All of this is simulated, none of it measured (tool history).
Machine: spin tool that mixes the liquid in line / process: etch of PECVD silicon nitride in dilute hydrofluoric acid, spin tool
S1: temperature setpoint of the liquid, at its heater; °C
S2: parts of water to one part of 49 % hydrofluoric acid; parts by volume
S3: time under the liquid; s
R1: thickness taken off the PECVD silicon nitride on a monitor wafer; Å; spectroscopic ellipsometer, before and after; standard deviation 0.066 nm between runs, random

run,hour,S1,S2,S3,R1
1,0.0,24.0,75,280,129.910
2,2.9,22.0,80,280,107.690
3,8.6,22.0,100,280,85.144
4,14.3,22.0,80,280,106.490
5,15.3,22.0,80,280,106.710
6,23.0,20.5,85,280,92.295
7,29.1,19.5,85,280,85.957

Expected results for the next run?
8,30.2,18.5,85,280,?

{"run 8": {"R1": 79.2}}
